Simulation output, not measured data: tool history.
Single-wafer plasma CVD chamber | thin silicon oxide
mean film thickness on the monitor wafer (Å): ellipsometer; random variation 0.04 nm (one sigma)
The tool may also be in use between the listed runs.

run	hour	heater temperature setpoint (°C)	chamber pressure (Torr)	RF power (W)	deposition time (s)	mean film thickness on the monitor wafer (Å)
1	0	420	0.957	240	6.43	132.08
2	3.2	420	0.957	240	6.1	124.69
3	11.1	420	0.957	240	6.1	125.6
4	12.4	411	0.957	240	6.1	125.51
5	20	421	0.957	240	6.1	124.73
6	28.4	421	1.018	240	6.1	131.05
7	31.7	421	1.209	240	6.1	147.24
8	34.4	421	1.223	240	6.1	147.63
9	36.8	421	1.236	240	6.1	148.75
10	43.5	421	1.247	240	6.1	149.04
11	48.4	421	1.257	240	6.1	149.67

For run 12, what comes out?
12	55.9	421	1.266	240	6.1	?

{"run 12": {"mean film thickness on the monitor wafer (Å)": 149.72}}
